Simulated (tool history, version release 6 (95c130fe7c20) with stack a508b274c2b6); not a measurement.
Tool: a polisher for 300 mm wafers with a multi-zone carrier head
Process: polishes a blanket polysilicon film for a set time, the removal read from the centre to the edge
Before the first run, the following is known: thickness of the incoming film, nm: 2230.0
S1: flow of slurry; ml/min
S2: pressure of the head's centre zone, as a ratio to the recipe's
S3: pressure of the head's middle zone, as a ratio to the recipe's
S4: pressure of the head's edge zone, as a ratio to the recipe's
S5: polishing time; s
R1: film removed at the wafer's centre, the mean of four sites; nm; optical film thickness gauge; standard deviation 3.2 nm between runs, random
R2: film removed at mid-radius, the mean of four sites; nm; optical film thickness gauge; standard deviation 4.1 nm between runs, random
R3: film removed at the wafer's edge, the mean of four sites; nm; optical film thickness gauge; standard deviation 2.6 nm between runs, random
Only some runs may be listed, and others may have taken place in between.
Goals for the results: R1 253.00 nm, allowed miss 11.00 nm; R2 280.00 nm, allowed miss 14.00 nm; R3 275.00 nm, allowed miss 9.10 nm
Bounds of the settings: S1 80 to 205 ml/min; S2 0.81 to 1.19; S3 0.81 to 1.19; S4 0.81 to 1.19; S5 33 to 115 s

run 1 hour=0.0 | S1=135 S2=1.00 S3=1.00 S4=1.00 S5=73 | R1=360.09 R2=365.59 R3=359.03
run 2 hour=7.4 | S1=130 S2=0.97 S3=0.99 S4=0.97 S5=69 | R1=334.52 R2=343.77 R3=335.81
run 3 hour=12.7 | S1=125 S2=0.94 S3=0.98 S4=0.96 S5=66 | R1=304.51 R2=323.89 R3=316.57
run 4 hour=18.8 | S1=125 S2=0.86 S3=0.98 S4=0.96 S5=66 | R1=280.08 R2=332.16 R3=309.95
run 5 hour=21.0 | S1=125 S2=0.86 S3=0.98 S4=0.96 S5=80 | R1=342.40 R2=400.58 R3=383.09
run 6 hour=24.5 | S1=125 S2=0.94 S3=0.98 S4=0.96 S5=80 | R1=376.10 R2=393.24 R3=376.92
run 7 hour=25.6 | S1=120 S2=0.91 S3=0.96 S4=0.95 S5=75 | R1=329.38 R2=359.80 R3=348.39
run 8 hour=31.1 | S1=115 S2=0.90 S3=0.93 S4=0.92 S5=73 | R1=320.77 R2=338.26 R3=329.23

Of the 5 settings listed for the next run, only one would bring every result within its allowed miss of target. Which one?
run A hour=36.6 | S1=125 S2=0.98 S3=0.93 S4=0.98 S5=89 | R1=? R2=? R3=?
run B hour=36.6 | S1=125 S2=0.87 S3=0.89 S4=0.90 S5=60 | R1=? R2=? R3=?
run C hour=36.6 | S1=125 S2=1.00 S3=0.97 S4=0.81 S5=79 | R1=? R2=? R3=?
run D hour=36.6 | S1=120 S2=0.96 S3=0.93 S4=0.85 S5=79 | R1=? R2=? R3=?
run E hour=36.6 | S1=95 S2=1.05 S3=0.93 S4=0.83 S5=59 | R1=? R2=? R3=?

move=A R1=428.36 R2=421.23 R3=428.32
move=B R1=256.06 R2=276.40 R3=277.58
move=C R1=388.13 R2=384.17 R3=348.36
move=D R1=367.96 R2=370.08 R3=353.38
move=E R1=277.15 R2=257.28 R3=248.82
A: misses by more than the last run did
B: every result lands within tolerance
C: misses by more than the last run did
D: misses by more than the last run did
E: gains on the last run, yet a result remains outside its allowed miss
B meets every target.
